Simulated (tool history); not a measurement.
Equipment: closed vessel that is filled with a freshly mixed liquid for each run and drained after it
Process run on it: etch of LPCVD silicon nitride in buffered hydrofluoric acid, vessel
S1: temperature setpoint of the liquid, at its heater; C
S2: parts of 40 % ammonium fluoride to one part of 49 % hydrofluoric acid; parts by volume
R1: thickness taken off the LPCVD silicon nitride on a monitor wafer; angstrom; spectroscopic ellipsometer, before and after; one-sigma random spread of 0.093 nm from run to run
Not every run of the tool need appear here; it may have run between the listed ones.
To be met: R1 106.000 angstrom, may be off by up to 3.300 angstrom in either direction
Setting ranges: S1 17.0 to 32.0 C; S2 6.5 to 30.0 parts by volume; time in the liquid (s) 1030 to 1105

run 1 day=0.000 | S1=25.0 S2=18.5 time_in_the_liquid_(s)=1030 | R1=81.508
run 2 day=0.292 | S1=26.0 S2=18.5 time_in_the_liquid_(s)=1030 | R1=86.509
run 3 day=0.533 | S1=24.0 S2=18.5 time_in_the_liquid_(s)=1030 | R1=79.639
run 4 day=0.888 | S1=24.0 S2=18.5 time_in_the_liquid_(s)=1030 | R1=79.633
run 5 day=1.154 | S1=24.0 S2=24.0 time_in_the_liquid_(s)=1030 | R1=64.247
run 6 day=1.408 | S1=24.0 S2=27.5 time_in_the_liquid_(s)=1030 | R1=58.947
run 7 day=1.483 | S1=26.0 S2=26.0 time_in_the_liquid_(s)=1030 | R1=68.537
run 8 day=1.533 | S1=27.5 S2=25.0 time_in_the_liquid_(s)=1030 | R1=74.777
run 9 day=1.846 | S1=28.5 S2=24.0 time_in_the_liquid_(s)=1030 | R1=80.900
run 10 day=2.192 | S1=29.5 S2=23.0 time_in_the_liquid_(s)=1030 | R1=89.457
run 11 day=2.479 | S1=30.0 S2=22.5 time_in_the_liquid_(s)=1030 | R1=91.804
run 12 day=2.542 | S1=30.5 S2=22.0 time_in_the_liquid_(s)=1030 | R1=95.803
run 13 day=2.796 | S1=31.0 S2=22.0 time_in_the_liquid_(s)=1030 | R1=98.294
run 14 day=2.846 | S1=31.0 S2=22.0 time_in_the_liquid_(s)=1030 | R1=99.035

Exercise: of the 5 proposed moves below, exactly one satisfies all targets within the stated allowed misses. Which move is it?
run A day=2.896 | S1=32.0 S2=21.5 time_in_the_liquid_(s)=1080 | R1=?
run B day=2.896 | S1=32.0 S2=23.5 time_in_the_liquid_(s)=1030 | R1=?
run C day=2.896 | S1=28.5 S2=18.5 time_in_the_liquid_(s)=1080 | R1=?
run D day=2.896 | S1=31.5 S2=23.5 time_in_the_liquid_(s)=1030 | R1=?
run E day=2.896 | S1=32.0 S2=28.5 time_in_the_liquid_(s)=1050 | R1=?

move=A R1=110.560
move=B R1=99.241
move=C R1=104.280
move=D R1=96.675
move=E R1=88.744
A: takes the result that was furthest off past its target
B: about as far from the targets as the last run
C: each result inside its tolerance
D: further off than the last run
E: further off than the last run
C meets every target.
